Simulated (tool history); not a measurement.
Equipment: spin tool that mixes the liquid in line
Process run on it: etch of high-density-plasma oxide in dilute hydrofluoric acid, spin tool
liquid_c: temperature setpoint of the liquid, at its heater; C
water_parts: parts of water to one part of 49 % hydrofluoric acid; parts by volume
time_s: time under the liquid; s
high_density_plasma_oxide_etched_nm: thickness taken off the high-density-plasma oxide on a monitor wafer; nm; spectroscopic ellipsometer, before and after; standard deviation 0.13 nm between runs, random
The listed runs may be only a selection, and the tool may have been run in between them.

run,hour,liquid_c,water_parts,time_s,high_density_plasma_oxide_etched_nm
1,0.0,24.0,180,290,9.7011
2,6.8,25.0,180,290,10.0400
3,10.1,25.0,180,290,9.9224
4,15.5,26.0,175,290,10.8650
5,21.8,26.0,210,290,8.6700
6,29.3,26.0,210,310,9.1581
7,32.5,27.0,205,310,9.8787
8,33.6,27.5,200,310,10.3160
9,37.0,28.0,195,310,10.6390
10,41.1,28.5,190,310,11.3230

The next listed run, before its measurement:
11,46.3,29.0,185,310,?

{"run 11": {"high_density_plasma_oxide_etched_nm": 11.998}}

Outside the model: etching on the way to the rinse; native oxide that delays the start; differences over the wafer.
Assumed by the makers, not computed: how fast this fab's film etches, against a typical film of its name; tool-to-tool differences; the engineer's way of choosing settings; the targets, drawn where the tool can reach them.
